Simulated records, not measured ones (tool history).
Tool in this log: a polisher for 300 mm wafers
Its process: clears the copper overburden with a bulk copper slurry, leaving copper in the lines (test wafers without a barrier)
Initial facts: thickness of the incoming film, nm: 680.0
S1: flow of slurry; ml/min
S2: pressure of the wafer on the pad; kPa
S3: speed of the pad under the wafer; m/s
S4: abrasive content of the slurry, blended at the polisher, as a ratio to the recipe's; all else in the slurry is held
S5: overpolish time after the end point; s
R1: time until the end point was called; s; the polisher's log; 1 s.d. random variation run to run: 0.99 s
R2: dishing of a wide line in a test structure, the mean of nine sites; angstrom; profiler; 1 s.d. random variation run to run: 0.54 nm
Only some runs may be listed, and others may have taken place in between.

run,hour,S1,S2,S3,S4,S5,R1,R2
1,0,190,11.7,1.4,1,16,78.616,686.14
2,6.5,190,11.7,1.4,1,11,78.697,537.49
3,10.2,190,11.7,1.4,1,5,78.297,282.64
4,13.2,210,11.7,1.4,1,5,76.893,291.27
5,13.8,210,11.7,1.58,1,5,69.536,323.06
6,16.1,205,11,1.58,1,6,74.244,338.82
7,19,200,10.3,1.58,1,6,80.747,324.47
8,25.2,195,10.3,1.58,1,6,80.375,331.96
9,32.3,190,10.3,1.58,1,6,79.537,322.88
10,40.4,190,10.3,1.58,1,6,79.987,323.61
11,49.2,170,6.9,1.54,1,14,123.74,420.11

Run 12 is up next; what results do you expect?
12,54.9,175,6.9,1.54,1,14,?,?

Run 12 came out at R1 123.03 s, R2 413.75 angstrom.

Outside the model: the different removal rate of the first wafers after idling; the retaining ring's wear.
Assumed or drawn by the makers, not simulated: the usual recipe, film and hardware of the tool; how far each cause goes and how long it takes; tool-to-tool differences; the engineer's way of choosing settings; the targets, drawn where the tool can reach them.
